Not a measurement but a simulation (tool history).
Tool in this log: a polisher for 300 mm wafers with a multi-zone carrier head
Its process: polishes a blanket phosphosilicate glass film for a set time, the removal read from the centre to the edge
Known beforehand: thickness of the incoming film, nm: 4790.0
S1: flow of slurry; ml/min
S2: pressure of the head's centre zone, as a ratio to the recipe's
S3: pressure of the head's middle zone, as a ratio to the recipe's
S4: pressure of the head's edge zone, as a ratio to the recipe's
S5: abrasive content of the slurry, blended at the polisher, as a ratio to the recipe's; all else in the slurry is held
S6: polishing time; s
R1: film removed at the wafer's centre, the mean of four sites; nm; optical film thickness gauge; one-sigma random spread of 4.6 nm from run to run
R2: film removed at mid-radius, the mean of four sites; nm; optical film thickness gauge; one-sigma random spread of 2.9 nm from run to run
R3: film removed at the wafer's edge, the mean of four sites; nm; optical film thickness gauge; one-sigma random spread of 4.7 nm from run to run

run  hour   S1    S2    S3    S4    S5  S6      R1      R2      R3
  1   0.0  265  1.00  1.00  1.00  1.00  36  270.02  280.67  271.11
  2   2.2  270  1.04  1.00  1.04  1.10  36  291.62  290.68  285.73
  3   6.1  270  1.04  1.00  1.04  1.30  36  310.91  308.13  309.78
  4   8.7  270  1.04  1.00  1.04  1.30  39  347.44  327.90  336.62
  5  10.4  270  1.04  1.00  1.04  1.30  44  380.66  375.08  387.02
  6  17.3  265  1.05  0.97  1.02  1.25  44  374.79  363.94  362.04
  7  22.3  245  1.05  0.87  1.06  1.20  44  369.45  316.90  372.23

Run 8 is up next; what results do you expect?
  8  28.8  245  1.05  0.88  1.04  1.20  44   ?   ?   ?

{"run 8": {"R1": 372.82, "R2": 327.06, "R3": 373.82}}
